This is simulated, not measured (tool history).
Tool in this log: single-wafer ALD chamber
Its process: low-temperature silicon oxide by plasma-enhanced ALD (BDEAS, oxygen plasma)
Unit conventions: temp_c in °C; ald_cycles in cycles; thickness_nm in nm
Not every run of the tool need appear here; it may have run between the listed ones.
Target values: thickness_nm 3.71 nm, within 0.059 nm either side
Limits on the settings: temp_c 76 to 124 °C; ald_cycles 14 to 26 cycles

run	hour	temp_c	ald_cycles	thickness_nm
1	0	100	20	3.046
2	5.6	100	21	3.1889
3	11.8	100	19	2.8734
4	20.4	95	19	2.9309
5	24.2	90	20	3.1402
6	32.3	84	20	3.2054
7	38	82	21	3.4077
8	39.2	81	21	3.4226
9	39.9	80	21	3.3975
10	46.6	79	21	3.4214
11	54.4	78	21	3.4367
12	56.7	77	22	3.6169
13	61.4	76	22	3.6169
14	65	76	23	3.8143
15	73.8	78	23	3.7769

Exercise: of the 5 proposed moves below, exactly one satisfies all targets within the stated allowed misses. Which move is it?
A	82.6	90	23	?
B	82.6	77	22	?
C	82.6	78	22	?
D	82.6	86	24	?
E	82.6	82	23	?

move	thickness_nm
A	3.596
B	3.6028
C	3.5903
D	3.8071
E	3.701
A: the result that was furthest off in the last run now lies on the other side of its target
B: the result that was furthest off in the last run now lies on the other side of its target
C: the result that was furthest off in the last run now lies on the other side of its target
D: further off than the last run
E: each result inside its tolerance
The right move is E.
